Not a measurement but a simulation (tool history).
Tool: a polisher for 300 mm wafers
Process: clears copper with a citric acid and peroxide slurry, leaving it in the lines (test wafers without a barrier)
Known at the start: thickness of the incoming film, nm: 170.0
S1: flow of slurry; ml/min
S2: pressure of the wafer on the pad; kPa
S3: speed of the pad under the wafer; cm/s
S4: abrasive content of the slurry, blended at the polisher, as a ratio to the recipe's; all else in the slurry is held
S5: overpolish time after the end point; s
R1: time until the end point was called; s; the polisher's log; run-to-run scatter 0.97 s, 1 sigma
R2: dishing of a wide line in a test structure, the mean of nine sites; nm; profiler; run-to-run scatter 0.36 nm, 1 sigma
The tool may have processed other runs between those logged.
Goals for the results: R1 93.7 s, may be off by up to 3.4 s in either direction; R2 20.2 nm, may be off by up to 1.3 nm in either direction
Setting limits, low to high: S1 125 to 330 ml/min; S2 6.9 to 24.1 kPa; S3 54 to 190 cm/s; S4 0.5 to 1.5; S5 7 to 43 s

run,hour,S1,S2,S3,S4,S5,R1,R2
1,0,210,15.2,122,1,22,112.12,27.118
2,0.8,215,15.9,122,1,20,108.78,24.463
3,6.1,215,15.9,100,1,20,129.49,20.535
4,9.6,215,16.5,100,1,19,126.86,19.945
5,14.9,215,16.5,100,1,14,128.23,14.74
6,20.3,215,16.5,122,1,14,103.02,18.311
7,20.9,220,17.2,122,1,14,100.79,19.281
8,26.6,220,17.9,122,1,14,98.382,19.487

5 next moves are on the table. One of them brings every result within its allowed miss. Which?
A,32.3,185,18.6,126,1,16,?,?
B,32.3,255,20.7,116,0.85,14,?,?
C,32.3,285,13.8,146,0.8,15,?,?
D,32.3,215,19.3,100,1.2,15,?,?
E,32.3,235,15.2,138,0.8,16,?,?

move,R1,R2
A,94.147,22.958
B,93.131,20.526
C,102.16,19.893
D,108.72,18.914
E,102.32,21.141
A: the worst result of the last run now meets its target, but another is out of spec
B: meets every target
C: further off than the last run
D: further off than the last run
E: further off than the last run
Correct choice: B, which meets every target

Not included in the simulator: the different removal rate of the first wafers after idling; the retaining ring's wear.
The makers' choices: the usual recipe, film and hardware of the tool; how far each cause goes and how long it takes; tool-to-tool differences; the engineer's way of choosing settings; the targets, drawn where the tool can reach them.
